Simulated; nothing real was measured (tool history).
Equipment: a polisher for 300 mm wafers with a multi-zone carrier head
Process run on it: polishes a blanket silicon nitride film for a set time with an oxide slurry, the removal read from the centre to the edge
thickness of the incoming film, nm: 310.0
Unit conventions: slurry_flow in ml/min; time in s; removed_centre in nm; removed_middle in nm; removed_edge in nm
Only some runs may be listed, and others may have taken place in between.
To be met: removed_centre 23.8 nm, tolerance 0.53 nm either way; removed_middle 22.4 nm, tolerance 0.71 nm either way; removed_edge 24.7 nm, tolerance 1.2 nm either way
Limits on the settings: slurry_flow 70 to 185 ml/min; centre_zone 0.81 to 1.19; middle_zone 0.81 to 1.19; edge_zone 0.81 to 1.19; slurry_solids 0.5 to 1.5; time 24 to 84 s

run	hour	slurry_flow	centre_zone	middle_zone	edge_zone	slurry_solids	time	removed_centre	removed_middle	removed_edge
1	0	120	1	1	1	1	54	20.573	20.647	21.462
2	6.8	120	1.08	1	1	1	54	22.306	20.838	21.031
3	12.3	120	1.08	1	1.08	1	54	22.347	20.525	21.874
4	19.3	125	1.07	1.01	1.1	1	54	22.491	21.227	22.04
5	23.7	125	1.07	1.01	1.1	0.85	54	20.969	19.76	21.178
6	26.8	125	1.07	0.94	1.1	0.85	54	21.107	18.838	21.744
7	30	135	1.06	0.95	1.12	0.85	54	21.276	19.288	21.943
8	38.5	145	1.05	0.95	1.14	0.9	54	22.101	20.176	22.472
# hour 46.3: edge zone pressure recalibrated
9	46.3	150	1.04	0.95	1.15	0.95	54	22.425	20.688	22.124
10	54.3	145	1.04	0.95	1.16	1	55	22.863	21.135	23.058

4 candidate next runs follow, results not yet known. Just one meets every target within its allowed miss. Identify it.
A	62.3	115	0.96	0.91	1.17	0.9	62	?	?	?
B	62.3	135	1.05	0.85	1.19	0.85	62	?	?	?
C	62.3	130	1.03	0.85	1.19	0.95	59	?	?	?
D	62.3	120	0.99	0.91	1.04	0.85	67	?	?	?

move	removed_centre	removed_middle	removed_edge
A	21.767	20.841	24.866
B	24.39	20.051	25.267
C	23.497	19.72	24.911
D	24.056	22.293	24.971
A: the biggest miss grows against the last run
B: the biggest miss grows against the last run
C: the biggest miss grows against the last run
D: all results in spec
Answer: D
